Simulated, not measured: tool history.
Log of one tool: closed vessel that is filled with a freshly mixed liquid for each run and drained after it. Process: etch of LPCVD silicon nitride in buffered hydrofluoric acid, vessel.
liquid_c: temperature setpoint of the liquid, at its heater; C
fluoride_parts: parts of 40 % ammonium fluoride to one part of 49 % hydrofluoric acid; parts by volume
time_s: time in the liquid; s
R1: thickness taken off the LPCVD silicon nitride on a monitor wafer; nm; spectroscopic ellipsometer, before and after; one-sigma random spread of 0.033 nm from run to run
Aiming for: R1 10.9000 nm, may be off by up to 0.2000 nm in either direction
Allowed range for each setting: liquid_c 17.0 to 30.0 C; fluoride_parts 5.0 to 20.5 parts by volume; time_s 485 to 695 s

{"run": 1, "day": 0.0, "liquid_c": 22.0, "fluoride_parts": 12.5, "time_s": 695, "R1": 7.8224}
{"run": 2, "day": 0.288, "liquid_c": 22.5, "fluoride_parts": 12.5, "time_s": 695, "R1": 8.0598}
{"run": 3, "day": 0.425, "liquid_c": 22.5, "fluoride_parts": 12.5, "time_s": 695, "R1": 8.0371}
{"run": 4, "day": 0.575, "liquid_c": 22.5, "fluoride_parts": 11.0, "time_s": 695, "R1": 9.1764}
{"run": 5, "day": 0.692, "liquid_c": 22.5, "fluoride_parts": 11.0, "time_s": 485, "R1": 6.3878}
{"run": 6, "day": 1.025, "liquid_c": 22.5, "fluoride_parts": 11.0, "time_s": 695, "R1": 9.1668}
{"run": 7, "day": 1.358, "liquid_c": 23.0, "fluoride_parts": 11.0, "time_s": 695, "R1": 9.4599}
{"run": 8, "day": 1.667, "liquid_c": 24.0, "fluoride_parts": 11.0, "time_s": 695, "R1": 9.8973}
{"run": 9, "day": 1.879, "liquid_c": 25.0, "fluoride_parts": 11.0, "time_s": 695, "R1": 10.458}

5 candidate next runs follow, results not yet known. Just one meets every target within its allowed miss. Identify it.
{"run": "A", "day": 2.092, "liquid_c": 27.5, "fluoride_parts": 11.0, "time_s": 590, "R1": "?"}
{"run": "B", "day": 2.092, "liquid_c": 23.5, "fluoride_parts": 9.0, "time_s": 615, "R1": "?"}
{"run": "C", "day": 2.092, "liquid_c": 23.5, "fluoride_parts": 10.5, "time_s": 685, "R1": "?"}
{"run": "D", "day": 2.092, "liquid_c": 25.0, "fluoride_parts": 9.5, "time_s": 635, "R1": "?"}
{"run": "E", "day": 2.092, "liquid_c": 27.5, "fluoride_parts": 10.0, "time_s": 525, "R1": "?"}

move=A R1=10.1700
move=B R1=10.0140
move=C R1=9.9541
move=D R1=10.8440
move=E R1=9.9283
A: lands further from the targets than the last run did
B: lands further from the targets than the last run did
C: lands further from the targets than the last run did
D: every result within its allowed miss
E: lands further from the targets than the last run did
Correct choice: D, which meets every target
